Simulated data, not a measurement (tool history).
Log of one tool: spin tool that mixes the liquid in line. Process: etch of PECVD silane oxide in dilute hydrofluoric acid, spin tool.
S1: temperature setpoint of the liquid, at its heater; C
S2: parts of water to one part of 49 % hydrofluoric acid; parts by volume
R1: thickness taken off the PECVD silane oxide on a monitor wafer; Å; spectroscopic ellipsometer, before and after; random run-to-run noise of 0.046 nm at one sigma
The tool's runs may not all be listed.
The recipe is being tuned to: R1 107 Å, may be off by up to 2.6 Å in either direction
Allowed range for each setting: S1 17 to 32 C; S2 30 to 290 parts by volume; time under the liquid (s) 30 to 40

{"run": 1, "hour": 0.0, "S1": 24, "S2": 160, "time under the liquid (s)": 40, "R1": 44.675}
{"run": 2, "hour": 7.6, "S1": 20.5, "S2": 160, "time under the liquid (s)": 40, "R1": 38.895}
{"run": 3, "hour": 15.7, "S1": 23, "S2": 140, "time under the liquid (s)": 40, "R1": 50.658}
{"run": 4, "hour": 17.1, "S1": 25, "S2": 130, "time under the liquid (s)": 40, "R1": 58.755}
{"run": 5, "hour": 21.4, "S1": 22.5, "S2": 130, "time under the liquid (s)": 40, "R1": 53.784}
{"run": 6, "hour": 23.5, "S1": 24.5, "S2": 120, "time under the liquid (s)": 40, "R1": 63.486}
{"run": 7, "hour": 29.3, "S1": 26, "S2": 115, "time under the liquid (s)": 40, "R1": 70.328}
{"run": 8, "hour": 35.7, "S1": 27.5, "S2": 110, "time under the liquid (s)": 40, "R1": 78.734}
{"run": 9, "hour": 41.4, "S1": 28.5, "S2": 105, "time under the liquid (s)": 40, "R1": 86.228}
{"run": 10, "hour": 43.6, "S1": 29.5, "S2": 105, "time under the liquid (s)": 40, "R1": 90.038}
{"run": 11, "hour": 48.1, "S1": 32, "S2": 90, "time under the liquid (s)": 40, "R1": 117.58}
{"run": 12, "hour": 50.3, "S1": 31.5, "S2": 90, "time under the liquid (s)": 40, "R1": 115.11}
{"run": 13, "hour": 53.7, "S1": 31, "S2": 90, "time under the liquid (s)": 40, "R1": 112.48}
{"run": 14, "hour": 59.8, "S1": 30.5, "S2": 90, "time under the liquid (s)": 40, "R1": 110.65}

Pick the move, out of 4, that brings all results within their allowed miss; only one does.
{"run": "A", "hour": 65.9, "S1": 31.5, "S2": 100, "time under the liquid (s)": 40, "R1": "?"}
{"run": "B", "hour": 65.9, "S1": 29.5, "S2": 90, "time under the liquid (s)": 40, "R1": "?"}
{"run": "C", "hour": 65.9, "S1": 32, "S2": 80, "time under the liquid (s)": 30, "R1": "?"}
{"run": "D", "hour": 65.9, "S1": 30, "S2": 95, "time under the liquid (s)": 40, "R1": "?"}

move=A R1=101.88
move=B R1=106.55
move=C R1=100.26
move=D R1=102.14
A: the result that was furthest off in the last run now lies on the other side of its target
B: all results in spec
C: the result that was furthest off in the last run now lies on the other side of its target
D: the result that was furthest off in the last run now lies on the other side of its target
Correct choice: B, which meets every target
